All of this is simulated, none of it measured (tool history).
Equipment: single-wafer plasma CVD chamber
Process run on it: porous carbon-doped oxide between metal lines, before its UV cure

| run | hour | heater temperature setpoint (K) | RF power (W) | deposition time (s) | mean film thickness on the monitor wafer (angstrom) |
|---|---|---|---|---|---|
| 1 | 0.0 | 568.15 | 595 | 15.9 | 1011.50 |
| 2 | 6.0 | 568.15 | 665 | 15.9 | 1097.80 |
| 3 | 11.9 | 572.15 | 640 | 15.9 | 1051.10 |
| 4 | 18.2 | 575.15 | 615 | 15.9 | 1001.60 |
| 5 | 24.2 | 583.15 | 615 | 15.9 | 961.77 |
| 6 | 27.8 | 583.15 | 570 | 15.9 | 908.50 |

Predict the results of run 7:
| 7 | 29.8 | 585.15 | 565 | 15.9 | ? |

Run 7 gave mean film thickness on the monitor wafer (angstrom) 896.98.

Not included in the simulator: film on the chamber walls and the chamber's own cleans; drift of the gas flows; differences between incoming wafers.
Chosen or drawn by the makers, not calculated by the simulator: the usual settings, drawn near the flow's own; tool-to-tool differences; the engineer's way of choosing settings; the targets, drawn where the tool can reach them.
